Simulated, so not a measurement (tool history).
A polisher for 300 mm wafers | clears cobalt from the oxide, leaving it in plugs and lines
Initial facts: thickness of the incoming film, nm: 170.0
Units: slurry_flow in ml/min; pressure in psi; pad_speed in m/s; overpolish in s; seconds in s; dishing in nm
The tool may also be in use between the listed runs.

run  hour  slurry_flow  pressure  pad_speed  overpolish  seconds  dishing
  1   0.0          220       1.4       1.30          21   33.233   55.574
  2   0.6          175       1.4       1.30          21   34.814   54.633
  3   9.5          220       1.2       1.26          17   37.586   49.072
  4  13.3          220       1.2       1.26          23   38.880   54.176
  5  18.3          250       1.1       1.16          18   45.286   44.891
  6  24.2          250       1.1       1.44          18   36.154   50.601

Expected results for the next run?
     28.6  -- head pressure recalibrated
  7  28.6          275       1.2       1.20          15        ?        ?

Run 7 came out at seconds 41.315 s, dishing 41.713 nm.

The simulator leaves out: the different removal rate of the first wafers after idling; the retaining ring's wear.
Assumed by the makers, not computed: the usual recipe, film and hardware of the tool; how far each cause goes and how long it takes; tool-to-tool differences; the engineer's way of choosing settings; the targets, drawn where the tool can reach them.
